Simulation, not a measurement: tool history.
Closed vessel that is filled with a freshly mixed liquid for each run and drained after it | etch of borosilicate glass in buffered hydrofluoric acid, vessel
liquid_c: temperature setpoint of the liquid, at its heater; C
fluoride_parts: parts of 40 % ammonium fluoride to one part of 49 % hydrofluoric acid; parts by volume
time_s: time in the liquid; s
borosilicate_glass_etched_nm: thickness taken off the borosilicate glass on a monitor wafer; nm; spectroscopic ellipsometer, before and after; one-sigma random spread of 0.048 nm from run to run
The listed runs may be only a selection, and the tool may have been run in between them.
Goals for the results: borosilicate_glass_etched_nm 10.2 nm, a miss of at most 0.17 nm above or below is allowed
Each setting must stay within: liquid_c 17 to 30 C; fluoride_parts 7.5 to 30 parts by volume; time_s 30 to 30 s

run	hour	liquid_c	fluoride_parts	time_s	borosilicate_glass_etched_nm
1	0	22	21	30	16.75
2	7.1	22	24	30	15.089
3	10.9	21	25	30	14.038
4	12	21	25	30	13.875
5	17.4	18.5	25	30	12.187
6	23.1	18.5	28.5	30	11.169
7	30.2	18	28.5	30	10.885
8	33.6	17.5	29	30	10.354

Which of these 4 next moves meets every target?
A	37	18	29.5	30	?
B	37	17.5	30	30	?
C	37	17	27	30	?
D	37	18	30	30	?

move	borosilicate_glass_etched_nm
A	10.556
B	10.144
C	10.616
D	10.433
A: lands further from the targets than the last run did
B: all results in spec
C: lands further from the targets than the last run did
D: lands further from the targets than the last run did
B meets every target.
